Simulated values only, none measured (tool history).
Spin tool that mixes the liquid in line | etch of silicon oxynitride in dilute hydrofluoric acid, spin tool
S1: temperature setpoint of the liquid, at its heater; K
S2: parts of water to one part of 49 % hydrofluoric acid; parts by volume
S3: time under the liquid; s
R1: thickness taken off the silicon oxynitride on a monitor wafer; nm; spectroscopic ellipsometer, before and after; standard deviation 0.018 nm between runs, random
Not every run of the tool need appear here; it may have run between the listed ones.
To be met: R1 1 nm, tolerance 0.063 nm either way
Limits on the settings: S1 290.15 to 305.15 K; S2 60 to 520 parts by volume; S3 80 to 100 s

run,hour,S1,S2,S3,R1
1,0,297.15,290,100,0.6239
2,9.1,297.15,365,100,0.46578
3,17.4,297.15,365,100,0.48371
4,25.4,300.15,365,100,0.54264
5,34,301.15,340,100,0.60723
6,39.1,299.65,340,100,0.57402
7,47.4,300.65,315,100,0.66058
8,48.2,304.65,230,100,1.1785
9,55.1,304.15,230,100,1.1119
10,62.3,303.65,230,100,1.0705

Pick the move, out of 4, that brings all results within their allowed miss; only one does.
A,69.5,303.65,205,90,?
B,69.5,305.15,230,100,?
C,69.5,304.65,180,80,?
D,69.5,303.15,200,80,?

move,R1
A,1.1223
B,1.1551
C,1.2125
D,1.006
A: its largest miss is bigger than the last run's
B: its largest miss is bigger than the last run's
C: its largest miss is bigger than the last run's
D: hits every target within its allowed miss
Correct choice: D, which meets every target

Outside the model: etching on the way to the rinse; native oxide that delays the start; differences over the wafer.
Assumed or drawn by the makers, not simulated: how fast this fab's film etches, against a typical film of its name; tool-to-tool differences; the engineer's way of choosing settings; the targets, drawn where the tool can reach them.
